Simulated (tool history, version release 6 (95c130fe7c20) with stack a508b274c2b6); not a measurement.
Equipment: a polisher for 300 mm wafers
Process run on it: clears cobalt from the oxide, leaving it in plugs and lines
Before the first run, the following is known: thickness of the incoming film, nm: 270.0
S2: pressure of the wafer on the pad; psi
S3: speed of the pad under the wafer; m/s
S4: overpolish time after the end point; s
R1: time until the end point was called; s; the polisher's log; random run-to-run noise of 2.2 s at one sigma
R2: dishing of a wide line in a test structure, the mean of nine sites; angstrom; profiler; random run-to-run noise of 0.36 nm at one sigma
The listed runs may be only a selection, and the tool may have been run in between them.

run 1 hour=0 | flow_of_slurry_(ml/min)=125 S2=1.3 S3=0.84 S4=26 | R1=107.33 R2=435.43
run 2 hour=8.8 | flow_of_slurry_(ml/min)=110 S2=1.3 S3=0.84 S4=26 | R1=107.89 R2=416.67
run 3 hour=13.9 | flow_of_slurry_(ml/min)=125 S2=1.3 S3=0.84 S4=26 | R1=105.24 R2=446.21
run 4 hour=22.1 | flow_of_slurry_(ml/min)=125 S2=1.3 S3=0.96 S4=26 | R1=97.125 R2=447.63
run 5 hour=29.7 | flow_of_slurry_(ml/min)=120 S2=1.1 S3=0.82 S4=25 | R1=126.83 R2=372.67
run 6 hour=32.5 | flow_of_slurry_(ml/min)=120 S2=1.3 S3=0.82 S4=25 | R1=107.4 R2=393.26
run 7 hour=40.5 | flow_of_slurry_(ml/min)=115 S2=1.1 S3=0.72 S4=25 | R1=139.53 R2=334.1
run 8 hour=46.8 | flow_of_slurry_(ml/min)=90 S2=0.7 S3=0.48 S4=23 | R1=292.37 R2=168.06

For run 9, what comes out?
run 9 hour=50.9 | flow_of_slurry_(ml/min)=100 S2=0.7 S3=0.48 S4=24 | R1=? R2=?

Run 9 measured R1 279.71 s, R2 182.09 angstrom.
